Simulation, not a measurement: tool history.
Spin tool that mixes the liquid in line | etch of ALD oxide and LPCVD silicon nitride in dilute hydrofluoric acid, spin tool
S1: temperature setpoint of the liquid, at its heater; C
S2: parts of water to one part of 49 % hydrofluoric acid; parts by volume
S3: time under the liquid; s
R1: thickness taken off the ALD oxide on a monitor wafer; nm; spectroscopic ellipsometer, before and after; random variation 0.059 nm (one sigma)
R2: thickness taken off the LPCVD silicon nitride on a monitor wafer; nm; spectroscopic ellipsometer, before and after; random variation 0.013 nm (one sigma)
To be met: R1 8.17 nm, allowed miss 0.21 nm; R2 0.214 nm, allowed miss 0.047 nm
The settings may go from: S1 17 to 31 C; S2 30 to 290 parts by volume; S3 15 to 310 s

run  hour    S1   S2   S3      R1       R2
  1     0    23  160  160  17.198  0.53814
  2     1  22.5  170  160  15.619  0.49287
  3   6.7    22  175  160  14.703   0.4671
  4  13.4    22  135  160   20.13   0.6081
  5  18.4    25  135  160  22.405  0.73073
  6  21.2    25  105  160  29.847  0.92611
  7  27.1    24  120  160  24.962  0.86611
  8  29.1    23  130  160  21.733  0.62153
  9    30  22.5  140  160  19.444  0.57889
     31.3  -- thermometer replaced
 10  31.3    22  150  160  16.228  0.50795
 11  39.6  21.5  155  160  15.362  0.42855
 12  41.7    21  160  160  14.497  0.43724
 13    48  20.5  165  160  13.647  0.40261
 14  49.1    20  170  160  12.882  0.35261
 15  51.9  19.5  175  160  12.326  0.34397

5 next moves are on the table. One of them brings every result within its allowed miss. Which?
  A  54.7  17.5  185  125   ?   ?
  B  54.7    27  230  190   ?   ?
  C  54.7  27.5  190  190   ?   ?
  D  54.7    30  215  200   ?   ?
  E  54.7    23  245  125   ?   ?

move      R1       R2
   A  8.3118  0.20982
   B  13.857  0.47355
   C  17.873   0.5918
   D  17.614  0.63921
   E  7.3039   0.2285
A: meets every target
B: further off than the last run
C: further off than the last run
D: further off than the last run
E: takes the result that was furthest off past its target
The right move is A.
